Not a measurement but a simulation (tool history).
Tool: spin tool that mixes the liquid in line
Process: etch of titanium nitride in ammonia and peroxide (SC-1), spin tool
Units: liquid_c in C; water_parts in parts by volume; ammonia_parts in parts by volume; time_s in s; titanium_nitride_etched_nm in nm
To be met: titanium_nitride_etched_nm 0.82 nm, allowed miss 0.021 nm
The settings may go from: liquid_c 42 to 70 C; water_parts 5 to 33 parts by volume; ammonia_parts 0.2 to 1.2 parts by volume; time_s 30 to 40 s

run  hour  liquid_c  water_parts  ammonia_parts  time_s  titanium_nitride_etched_nm
  1     0        58         18.5              1      40                      2.6202
  2   1.3        58         18.5            0.8      40                      2.5363
  3     5        54           19            0.8      40                      1.8934
  4  13.6        54           15            0.8      40                      2.1721
  5    19        51         16.5            0.8      40                      1.6692
  6  26.2      48.5           17            0.8      40                      1.3927
  7  33.7        47         17.5            0.8      40                      1.2145
  8  36.1      45.5           18            0.8      40                      1.0878
  9  40.5      44.5         18.5            0.8      40                     0.98231

Which of these 5 next moves meets every target?
  A  44.9      49.5         20.5           0.65      40                           ?
  B  44.9      45.5         12.5            0.7      35                           ?
  C  44.9        45         18.5            1.2      30                           ?
  D  44.9        47           19           0.75      40                           ?
  E  44.9      42.5           22            0.9      35                           ?

move  titanium_nitride_etched_nm
   A                        1.29
   B                      1.1271
   C                     0.82799
   D                      1.1576
   E                     0.69801
A: further off than the last run
B: further off than the last run
C: meets every target
D: further off than the last run
E: takes the result that was furthest off past its target
Answer: C
